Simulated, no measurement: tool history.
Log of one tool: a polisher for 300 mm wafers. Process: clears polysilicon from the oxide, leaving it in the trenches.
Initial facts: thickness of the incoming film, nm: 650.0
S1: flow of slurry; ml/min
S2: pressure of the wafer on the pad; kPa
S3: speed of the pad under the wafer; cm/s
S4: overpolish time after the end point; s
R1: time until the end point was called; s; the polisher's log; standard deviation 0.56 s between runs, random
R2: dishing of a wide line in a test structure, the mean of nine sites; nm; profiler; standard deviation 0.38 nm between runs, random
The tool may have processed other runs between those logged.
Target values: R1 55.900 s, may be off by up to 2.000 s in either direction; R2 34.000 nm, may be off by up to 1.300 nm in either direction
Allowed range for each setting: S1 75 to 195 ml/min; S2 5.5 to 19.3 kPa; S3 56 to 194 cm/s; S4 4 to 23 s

run  hour   S1    S2   S3  S4      R1      R2
  1   0.0  125  12.4  124  12  43.215  34.173
  2   7.0  125  13.8  124  12  38.201  34.120
  3  12.9  125  13.1  124  12  41.167  34.499
  4  14.8  115  11.0  124  11  48.785  34.356
  5  22.2  115  10.3  122   9  52.660  33.086
  6  26.9  115  10.3  122   5  53.619  27.467
  7  30.1  115  10.3  122   6  52.678  29.913
  8  36.6   95   9.7  122  12  60.373  33.486
  9  42.5  105   9.7  122  12  58.468  33.802

Which one of the following 5 next-run settings gets every result inside its allowed miss? There is exactly one.
  A  48.4   90  11.0  124   6   ?   ?
  B  48.4   90   9.7  134  17   ?   ?
  C  48.4  125   9.0  122   9   ?   ?
  D  48.4  105   9.7  118  10   ?   ?
  E  48.4  125  11.0  116  19   ?   ?

move      R1      R2
   A  52.614  30.234
   B  55.501  35.079
   C  59.693  32.579
   D  59.964  33.222
   E  51.324  35.205
A: takes the biggest miss from the last run beyond its target
B: hits every target within its allowed miss
C: moves away from the targets compared with the last run
D: moves away from the targets compared with the last run
E: takes the biggest miss from the last run beyond its target
So the answer is move B, the one that meets all the targets.
